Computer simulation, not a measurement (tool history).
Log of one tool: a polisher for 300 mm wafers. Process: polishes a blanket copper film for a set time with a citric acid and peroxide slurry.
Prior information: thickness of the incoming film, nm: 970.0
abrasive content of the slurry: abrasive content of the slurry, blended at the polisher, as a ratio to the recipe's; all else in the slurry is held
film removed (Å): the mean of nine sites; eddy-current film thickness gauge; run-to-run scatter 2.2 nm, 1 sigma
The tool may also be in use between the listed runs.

run,hour,flow of slurry (ml/min),pressure of the wafer on the pad (kPa),speed of the pad under the wafer (cm/s),abrasive content of the slurry,polishing time (s),film removed (Å)
1,0,225,26.9,120,1,51,1301.3
2,3,225,29,120,1,51,1428
3,9,265,29,120,1,51,1420.8
4,11,230,29,120,1,51,1387.3
5,15.2,230,29,120,1,51,1419.9
6,23.1,230,30.3,120,1,51,1486.3

The next listed run, before its measurement:
7,26.2,230,31.7,120,1,51,?

Run 7 measured film removed (Å) 1557.4.

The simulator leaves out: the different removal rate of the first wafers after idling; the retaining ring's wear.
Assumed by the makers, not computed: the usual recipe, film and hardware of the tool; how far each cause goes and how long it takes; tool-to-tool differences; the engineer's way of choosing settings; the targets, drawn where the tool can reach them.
